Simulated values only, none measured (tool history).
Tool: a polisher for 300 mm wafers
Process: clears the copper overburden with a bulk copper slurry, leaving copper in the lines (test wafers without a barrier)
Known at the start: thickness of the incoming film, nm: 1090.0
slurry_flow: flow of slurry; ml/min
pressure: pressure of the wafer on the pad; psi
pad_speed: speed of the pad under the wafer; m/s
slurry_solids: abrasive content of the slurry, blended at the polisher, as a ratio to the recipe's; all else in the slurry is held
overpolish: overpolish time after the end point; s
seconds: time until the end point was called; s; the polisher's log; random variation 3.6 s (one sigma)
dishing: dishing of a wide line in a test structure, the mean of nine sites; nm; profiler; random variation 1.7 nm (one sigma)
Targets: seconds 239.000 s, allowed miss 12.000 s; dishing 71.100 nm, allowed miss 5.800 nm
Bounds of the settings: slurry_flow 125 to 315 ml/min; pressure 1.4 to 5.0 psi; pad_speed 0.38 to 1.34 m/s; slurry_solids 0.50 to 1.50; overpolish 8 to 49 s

run,hour,slurry_flow,pressure,pad_speed,slurry_solids,overpolish,seconds,dishing
1,0.0,205,3.2,0.86,1.00,25,103.650,122.220
2,5.7,205,3.2,1.00,1.00,25,93.694,126.510
3,12.9,155,3.2,1.00,1.00,25,99.864,119.140
4,13.7,155,3.2,1.00,1.00,35,97.703,134.920
5,20.6,150,2.7,0.90,1.00,32,126.330,116.990
6,23.1,175,2.7,0.90,1.00,32,122.610,115.980
7,29.4,170,2.3,0.82,1.00,29,150.460,97.868
8,32.7,165,2.0,0.76,1.00,29,183.870,88.314
9,38.9,160,1.8,0.74,1.00,28,208.020,77.016
10,39.5,155,1.7,0.74,1.00,28,214.490,73.893

4 next moves are on the table. One of them brings every result within its allowed miss. Which?
A,40.1,125,1.5,0.82,1.10,30,?,?
B,40.1,130,2.2,0.80,0.85,22,?,?
C,40.1,160,1.7,0.92,1.25,20,?,?
D,40.1,205,1.4,1.02,1.10,21,?,?

move,seconds,dishing
A,236.760,68.423
B,178.910,70.838
C,179.030,64.273
D,200.500,59.962
A: meets every target
B: further off than the last run
C: further off than the last run
D: further off than the last run
The right move is A.
